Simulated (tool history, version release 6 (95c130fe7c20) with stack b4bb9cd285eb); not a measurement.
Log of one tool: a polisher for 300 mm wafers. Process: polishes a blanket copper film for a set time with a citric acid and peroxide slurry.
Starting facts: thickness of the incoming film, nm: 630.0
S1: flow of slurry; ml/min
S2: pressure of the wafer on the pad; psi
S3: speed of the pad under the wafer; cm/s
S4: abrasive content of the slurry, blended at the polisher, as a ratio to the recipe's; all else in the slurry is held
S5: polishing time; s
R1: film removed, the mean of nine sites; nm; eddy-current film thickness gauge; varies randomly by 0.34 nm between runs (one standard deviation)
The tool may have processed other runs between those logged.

run 1 hour=0.0 | S1=310 S2=2.1 S3=86 S4=1.0 S5=49 | R1=58.005
run 2 hour=7.0 | S1=310 S2=2.1 S3=102 S4=1.0 S5=49 | R1=66.568
run 3 hour=16.0 | S1=310 S2=1.9 S3=102 S4=1.0 S5=49 | R1=62.759
run 4 hour=22.5 | S1=310 S2=1.9 S3=122 S4=1.0 S5=49 | R1=71.411
run 5 hour=30.1 | S1=310 S2=1.9 S3=122 S4=1.0 S5=49 | R1=70.887
run 6 hour=31.1 | S1=310 S2=1.7 S3=116 S4=1.0 S5=49 | R1=62.204

Forecast run 7:
run 7 hour=36.9 | S1=310 S2=1.6 S3=112 S4=1.0 S5=49 | R1=?

Run 7 produced R1 56.536 nm.
